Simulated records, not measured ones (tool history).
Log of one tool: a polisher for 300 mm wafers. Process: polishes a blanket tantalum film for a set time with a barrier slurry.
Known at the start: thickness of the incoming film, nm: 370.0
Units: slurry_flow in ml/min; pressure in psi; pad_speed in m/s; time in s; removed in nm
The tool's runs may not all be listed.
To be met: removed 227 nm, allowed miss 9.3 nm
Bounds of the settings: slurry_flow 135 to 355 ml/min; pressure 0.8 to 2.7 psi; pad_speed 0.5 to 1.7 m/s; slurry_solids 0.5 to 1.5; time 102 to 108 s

Run 1, hour 0: slurry_flow 225 ml/min, pressure 1.7 psi, pad_speed 1.1 m/s, slurry_solids 1, time 102 s. Result: removed 145.51 nm.
Run 2, hour 8.6: slurry_flow 225 ml/min, pressure 1.7 psi, pad_speed 1.1 m/s, slurry_solids 1.1, time 102 s. Result: removed 152.63 nm.
Run 3, hour 16.1: slurry_flow 225 ml/min, pressure 1.7 psi, pad_speed 1.1 m/s, slurry_solids 1.1, time 108 s. Result: removed 161.01 nm.
Run 4, hour 22.2: slurry_flow 225 ml/min, pressure 1.7 psi, pad_speed 1.1 m/s, slurry_solids 1.1, time 108 s. Result: removed 157.21 nm.
Run 5, hour 26.3: slurry_flow 225 ml/min, pressure 1.7 psi, pad_speed 1.1 m/s, slurry_solids 1.1, time 108 s. Result: removed 159.19 nm.
Run 6, hour 29.7: slurry_flow 225 ml/min, pressure 1.9 psi, pad_speed 1.1 m/s, slurry_solids 1.1, time 108 s. Result: removed 178.07 nm.
Run 7, hour 37.7: slurry_flow 225 ml/min, pressure 2 psi, pad_speed 1.1 m/s, slurry_solids 1.1, time 108 s. Result: removed 183 nm.
Run 8, hour 41.2: slurry_flow 225 ml/min, pressure 2.1 psi, pad_speed 1.1 m/s, slurry_solids 1.1, time 108 s. Result: removed 194.67 nm.
Run 9, hour 42.8: slurry_flow 225 ml/min, pressure 2.2 psi, pad_speed 1.1 m/s, slurry_solids 1.1, time 108 s. Result: removed 207.37 nm.
Run 10, hour 47.6: slurry_flow 225 ml/min, pressure 2.3 psi, pad_speed 1.1 m/s, slurry_solids 1.1, time 108 s. Result: removed 214.32 nm.

Which of these 4 next moves meets every target?
Run A, hour 52.4: slurry_flow 190 ml/min, pressure 2.4 psi, pad_speed 1.04 m/s, slurry_solids 1.2, time 108 s. Result: removed ?.
Run B, hour 52.4: slurry_flow 135 ml/min, pressure 2.2 psi, pad_speed 1.4 m/s, slurry_solids 1, time 106 s. Result: removed ?.
Run C, hour 52.4: slurry_flow 215 ml/min, pressure 2.3 psi, pad_speed 1.12 m/s, slurry_solids 1.05, time 103 s. Result: removed ?.
Run D, hour 52.4: slurry_flow 280 ml/min, pressure 2.4 psi, pad_speed 1.26 m/s, slurry_solids 1.15, time 102 s. Result: removed ?.

move  removed
   A   211.67
   B   223.94
   C   202.68
   D   249.66
A: further off than the last run
B: meets every target
C: further off than the last run
D: takes the result that was furthest off past its target
Move B is the one to make.
